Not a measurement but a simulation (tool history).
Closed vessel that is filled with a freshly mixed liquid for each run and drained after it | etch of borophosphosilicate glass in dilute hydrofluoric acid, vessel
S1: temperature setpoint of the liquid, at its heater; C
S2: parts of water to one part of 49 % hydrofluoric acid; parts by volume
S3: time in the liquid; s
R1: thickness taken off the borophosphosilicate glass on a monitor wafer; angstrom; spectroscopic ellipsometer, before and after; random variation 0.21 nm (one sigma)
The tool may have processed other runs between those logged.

| run | hour | S1 | S2 | S3 | R1 |
|---|---|---|---|---|---|
| 1 | 0.0 | 25.0 | 105 | 100 | 328.61 |
| 2 | 2.8 | 25.0 | 130 | 100 | 256.90 |
| 3 | 3.3 | 26.5 | 130 | 100 | 270.86 |
| 4 | 5.5 | 26.5 | 155 | 100 | 217.26 |
| 5 | 11.8 | 23.5 | 155 | 100 | 198.60 |
| 6 | 13.2 | 24.5 | 155 | 100 | 204.59 |

Run 7, settings as shown, results not yet in. Your forecast:
| 7 | 20.3 | 25.5 | 155 | 100 | ? |

R1: 212.70 angstrom

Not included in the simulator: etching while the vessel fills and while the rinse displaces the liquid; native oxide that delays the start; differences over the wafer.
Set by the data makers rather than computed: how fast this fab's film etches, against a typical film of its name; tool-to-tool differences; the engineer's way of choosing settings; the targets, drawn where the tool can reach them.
